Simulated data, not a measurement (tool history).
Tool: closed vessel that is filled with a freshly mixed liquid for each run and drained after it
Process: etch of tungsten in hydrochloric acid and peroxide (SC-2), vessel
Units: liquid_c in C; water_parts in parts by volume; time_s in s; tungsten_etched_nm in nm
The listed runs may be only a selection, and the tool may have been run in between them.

run	day	liquid_c	water_parts	time_s	tungsten_etched_nm
1	0.000	60.0	5.5	95	33.859
2	0.250	58.0	5.5	95	30.188
3	0.321	58.0	5.5	100	31.537
4	0.371	56.5	5.5	100	28.726
5	0.517	59.0	5.5	100	33.662
6	0.792	59.0	7.0	100	28.060
7	0.912	58.0	7.0	100	26.535

Estimate the outcome of run 8 from the log above:
8	1.071	57.0	7.0	100	?

{"run 8": {"tungsten_etched_nm": 25.235}}

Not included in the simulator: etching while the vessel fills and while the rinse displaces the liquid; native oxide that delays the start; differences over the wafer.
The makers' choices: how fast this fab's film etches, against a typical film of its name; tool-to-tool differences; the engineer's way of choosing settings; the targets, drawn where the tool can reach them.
